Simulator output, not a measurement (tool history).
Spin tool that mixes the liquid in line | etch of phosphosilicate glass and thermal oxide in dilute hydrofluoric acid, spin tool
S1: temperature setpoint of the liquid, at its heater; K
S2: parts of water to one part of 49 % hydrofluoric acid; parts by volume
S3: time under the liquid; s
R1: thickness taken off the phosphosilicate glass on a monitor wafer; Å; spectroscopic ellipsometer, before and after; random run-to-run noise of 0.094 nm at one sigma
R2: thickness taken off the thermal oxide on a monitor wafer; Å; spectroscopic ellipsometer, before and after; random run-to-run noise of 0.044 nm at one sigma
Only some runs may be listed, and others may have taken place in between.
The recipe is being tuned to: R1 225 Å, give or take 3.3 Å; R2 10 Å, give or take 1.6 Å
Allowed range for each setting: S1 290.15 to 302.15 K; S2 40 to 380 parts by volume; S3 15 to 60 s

run,hour,S1,S2,S3,R1,R2
1,0,294.15,210,30,115.24,5.3231
2,3.7,297.15,210,30,129.87,5.4607
3,6.1,297.15,210,45,194.28,7.9685
4,10.4,297.65,210,45,199.26,8.6445
5,16.3,298.15,210,45,201.34,9.3684
6,19.4,298.15,285,45,137.45,6.2579
7,25.4,298.65,280,45,143.99,6.4206
8,33.8,299.15,275,45,149.34,6.5678
9,39.7,302.15,210,45,234.54,9.7708

Below are 5 possible settings for the next run. Only one of them brings all results inside the allowed miss of their targets. Which is it?
A,45.6,302.15,205,45,?,?
B,45.6,302.15,185,40,?,?
C,45.6,302.15,150,30,?,?
D,45.6,300.65,250,55,?,?
E,45.6,302.15,270,60,?,?

move,R1,R2
A,241.16,10.777
B,243.35,10.875
C,235.18,10.51
D,217.95,9.7398
E,226.54,10.124
A: the biggest miss grows against the last run
B: the biggest miss grows against the last run
C: the biggest miss grows against the last run
D: takes the result that was furthest off past its target
E: meets every target
The move that meets every target is E.
